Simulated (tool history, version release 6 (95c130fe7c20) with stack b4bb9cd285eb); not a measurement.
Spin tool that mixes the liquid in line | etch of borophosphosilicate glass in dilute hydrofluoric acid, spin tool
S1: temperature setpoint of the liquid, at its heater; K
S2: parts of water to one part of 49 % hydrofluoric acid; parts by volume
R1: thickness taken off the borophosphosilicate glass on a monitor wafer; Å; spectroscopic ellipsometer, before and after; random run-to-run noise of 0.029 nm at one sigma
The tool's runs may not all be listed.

{"run": 1, "hour": 0.0, "S1": 293.15, "S2": 270, "time under the liquid (s)": 70, "R1": 81.068}
{"run": 2, "hour": 6.0, "S1": 293.15, "S2": 320, "time under the liquid (s)": 70, "R1": 65.488}
{"run": 3, "hour": 11.1, "S1": 292.65, "S2": 325, "time under the liquid (s)": 70, "R1": 62.749}
{"run": 4, "hour": 15.7, "S1": 292.65, "S2": 245, "time under the liquid (s)": 70, "R1": 89.268}
{"run": 5, "hour": 23.2, "S1": 292.15, "S2": 260, "time under the liquid (s)": 70, "R1": 81.35}
{"run": 6, "hour": 27.9, "S1": 292.15, "S2": 275, "time under the liquid (s)": 70, "R1": 75.589}

Run 7 has not been measured yet. What should we expect?
{"run": 7, "hour": 36.6, "S1": 292.15, "S2": 285, "time under the liquid (s)": 70, "R1": "?"}

For run 7 the tool returned R1 72.065 Å.
